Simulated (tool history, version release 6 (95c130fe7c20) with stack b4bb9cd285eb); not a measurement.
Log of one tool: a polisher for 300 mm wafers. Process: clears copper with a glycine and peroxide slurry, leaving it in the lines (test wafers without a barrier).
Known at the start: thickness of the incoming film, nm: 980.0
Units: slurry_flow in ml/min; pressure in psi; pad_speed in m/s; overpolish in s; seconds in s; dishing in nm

run	hour	slurry_flow	pressure	pad_speed	overpolish	seconds	dishing
1	0	195	2.5	1.26	17	159.11	57.321
2	6.9	195	2.5	1.54	17	130.58	61.378
3	11.6	195	2.5	1.64	17	127.75	62.507
4	15.7	195	2.3	1.6	19	139.7	59.188
5	19	195	2.3	1.6	25	137.25	69.062
6	23.5	195	2.7	1.6	25	124.66	74.802
7	30.5	195	2.5	1.54	26	134.12	71.121
8	33.8	195	2.4	1.44	27	146.13	71.168
9	39.7	195	2.2	1.4	28	161.55	68.635
10	43.9	195	2.1	1.38	29	168.18	71.151
11	47.1	195	2	1.36	29	175.23	66.62
12	50.5	195	1.9	1.34	30	190.43	66.125

Forecast run 13:
13	54.1	195	1.8	1.34	30	?	?

Run 13 gave seconds 189.01 s, dishing 62.751 nm.
